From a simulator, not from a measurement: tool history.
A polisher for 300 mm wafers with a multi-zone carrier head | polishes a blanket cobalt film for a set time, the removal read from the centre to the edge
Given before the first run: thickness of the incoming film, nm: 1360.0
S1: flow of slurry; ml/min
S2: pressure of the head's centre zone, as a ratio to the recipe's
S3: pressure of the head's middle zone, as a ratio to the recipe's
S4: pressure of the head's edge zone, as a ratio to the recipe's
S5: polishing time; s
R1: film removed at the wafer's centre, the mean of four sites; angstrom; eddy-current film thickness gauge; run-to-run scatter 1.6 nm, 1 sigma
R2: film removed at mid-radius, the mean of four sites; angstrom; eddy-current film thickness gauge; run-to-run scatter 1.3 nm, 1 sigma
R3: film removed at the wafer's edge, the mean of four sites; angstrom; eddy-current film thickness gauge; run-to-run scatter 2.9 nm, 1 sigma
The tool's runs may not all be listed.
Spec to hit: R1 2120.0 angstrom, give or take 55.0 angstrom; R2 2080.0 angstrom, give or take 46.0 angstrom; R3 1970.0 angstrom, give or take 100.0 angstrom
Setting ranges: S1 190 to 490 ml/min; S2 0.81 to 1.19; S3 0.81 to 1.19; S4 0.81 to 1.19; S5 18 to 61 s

{"run": 1, "hour": 0.0, "S1": 315, "S2": 1.0, "S3": 1.0, "S4": 1.0, "S5": 39, "R1": 1440.5, "R2": 1443.9, "R3": 1405.6}
{"run": 2, "hour": 5.2, "S1": 325, "S2": 1.04, "S3": 1.04, "S4": 1.05, "S5": 42, "R1": 1606.7, "R2": 1608.6, "R3": 1598.4}
{"run": 3, "hour": 8.5, "S1": 290, "S2": 1.04, "S3": 1.04, "S4": 1.05, "S5": 42, "R1": 1596.9, "R2": 1572.8, "R3": 1541.5}
{"run": 4, "hour": 16.9, "S1": 290, "S2": 1.04, "S3": 1.08, "S4": 1.05, "S5": 42, "R1": 1601.3, "R2": 1648.8, "R3": 1531.3}
{"run": 5, "hour": 20.1, "S1": 290, "S2": 1.11, "S3": 1.08, "S4": 1.05, "S5": 42, "R1": 1697.3, "R2": 1624.5, "R3": 1561.2}
{"run": 6, "hour": 25.0, "S1": 290, "S2": 1.11, "S3": 1.08, "S4": 1.05, "S5": 37, "R1": 1510.3, "R2": 1442.1, "R3": 1392.6}
{"run": 7, "hour": 29.8, "S1": 325, "S2": 1.13, "S3": 1.11, "S4": 1.07, "S5": 40, "R1": 1646.6, "R2": 1620.7, "R3": 1491.2}
{"run": 8, "hour": 32.6, "S1": 325, "S2": 1.14, "S3": 1.12, "S4": 1.1, "S5": 43, "R1": 1793.2, "R2": 1748.8, "R3": 1650.6}
{"run": 9, "hour": 36.7, "S1": 335, "S2": 1.15, "S3": 1.13, "S4": 1.12, "S5": 45, "R1": 1898.4, "R2": 1853.1, "R3": 1772.1}
{"run": 10, "hour": 44.9, "S1": 345, "S2": 1.16, "S3": 1.14, "S4": 1.13, "S5": 46, "R1": 1950.2, "R2": 1926.6, "R3": 1818.2}
{"run": 11, "hour": 46.3, "S1": 355, "S2": 1.17, "S3": 1.14, "S4": 1.14, "S5": 47, "R1": 2039.8, "R2": 1974.8, "R3": 1842.3}
{"run": 12, "hour": 53.9, "S1": 350, "S2": 1.17, "S3": 1.15, "S4": 1.15, "S5": 48, "R1": 2059.1, "R2": 2017.9, "R3": 1886.5}
{"run": 13, "hour": 58.1, "S1": 360, "S2": 1.17, "S3": 1.15, "S4": 1.16, "S5": 48, "R1": 2079.9, "R2": 2036.8, "R3": 1896.6}
{"run": 14, "hour": 59.7, "S1": 355, "S2": 1.17, "S3": 1.15, "S4": 1.17, "S5": 48, "R1": 2071.9, "R2": 2028.2, "R3": 1897.7}
{"run": 15, "hour": 60.9, "S1": 355, "S2": 1.17, "S3": 1.15, "S4": 1.18, "S5": 48, "R1": 2058.0, "R2": 2032.2, "R3": 1900.9}

Exactly one of the 5 candidate moves below puts every result within its allowed miss. Which one?
{"run": "A", "hour": 62.1, "S1": 310, "S2": 1.18, "S3": 1.16, "S4": 1.19, "S5": 50, "R1": "?", "R2": "?", "R3": "?"}
{"run": "B", "hour": 62.1, "S1": 460, "S2": 1.05, "S3": 1.13, "S4": 1.19, "S5": 50, "R1": "?", "R2": "?", "R3": "?"}
{"run": "C", "hour": 62.1, "S1": 315, "S2": 1.03, "S3": 1.07, "S4": 1.19, "S5": 51, "R1": "?", "R2": "?", "R3": "?"}
{"run": "D", "hour": 62.1, "S1": 420, "S2": 1.12, "S3": 1.14, "S4": 1.19, "S5": 47, "R1": "?", "R2": "?", "R3": "?"}
{"run": "E", "hour": 62.1, "S1": 415, "S2": 1.13, "S3": 1.17, "S4": 1.19, "S5": 47, "R1": "?", "R2": "?", "R3": "?"}

move=A R1=2156.7 R2=2096.1 R3=1972.3
move=B R1=2015.1 R2=2115.4 R3=2021.1
move=C R1=1956.0 R2=1999.2 R3=2016.5
move=D R1=1990.4 R2=1990.7 R3=1890.5
move=E R1=2004.5 R2=2034.0 R3=1888.5
A: in spec on every target
B: misses by more than the last run did
C: misses by more than the last run did
D: misses by more than the last run did
E: misses by more than the last run did
Correct choice: A, which meets every target

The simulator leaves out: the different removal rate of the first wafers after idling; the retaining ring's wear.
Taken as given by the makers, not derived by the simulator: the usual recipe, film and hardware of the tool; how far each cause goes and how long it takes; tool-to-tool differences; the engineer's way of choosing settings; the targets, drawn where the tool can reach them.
